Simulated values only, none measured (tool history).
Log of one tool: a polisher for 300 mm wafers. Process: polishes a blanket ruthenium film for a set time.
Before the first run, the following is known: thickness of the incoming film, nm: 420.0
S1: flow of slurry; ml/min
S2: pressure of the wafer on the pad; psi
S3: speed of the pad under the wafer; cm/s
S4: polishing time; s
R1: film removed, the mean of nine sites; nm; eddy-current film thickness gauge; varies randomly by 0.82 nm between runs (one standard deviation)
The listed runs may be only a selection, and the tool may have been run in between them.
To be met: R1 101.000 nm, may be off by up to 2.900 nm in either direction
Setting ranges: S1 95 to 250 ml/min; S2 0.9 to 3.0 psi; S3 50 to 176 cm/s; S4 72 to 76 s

| run | hour | S1 | S2 | S3 | S4 | R1 |
|---|---|---|---|---|---|---|
| 1 | 0.0 | 160 | 1.9 | 112 | 72 | 73.158 |
| 2 | 3.3 | 170 | 2.1 | 112 | 72 | 81.785 |
| 3 | 12.3 | 145 | 2.1 | 112 | 72 | 78.957 |
| 4 | 18.6 | 145 | 1.7 | 112 | 72 | 65.528 |
| 5 | 22.4 | 145 | 1.7 | 124 | 72 | 71.634 |
| 6 | 29.1 | 145 | 1.7 | 110 | 72 | 63.345 |
| 7 | 36.3 | 160 | 1.9 | 110 | 72 | 71.324 |
| 8 | 38.9 | 170 | 2.1 | 110 | 72 | 80.837 |
| 9 | 43.8 | 210 | 2.5 | 110 | 72 | 98.095 |

Which of these 4 next moves meets every target?
| A | 48.7 | 230 | 2.3 | 108 | 75 | ? |
| B | 48.7 | 195 | 2.5 | 110 | 72 | ? |
| C | 48.7 | 235 | 2.9 | 98 | 74 | ? |
| D | 48.7 | 210 | 2.6 | 104 | 75 | ? |

| move | R1 |
|---|---|
| A | 92.756 |
| B | 95.593 |
| C | 104.710 |
| D | 99.423 |
A: its largest miss is bigger than the last run's
B: its largest miss is bigger than the last run's
C: takes the result that was furthest off past its target
D: all results land within tolerance of their targets
D meets every target.
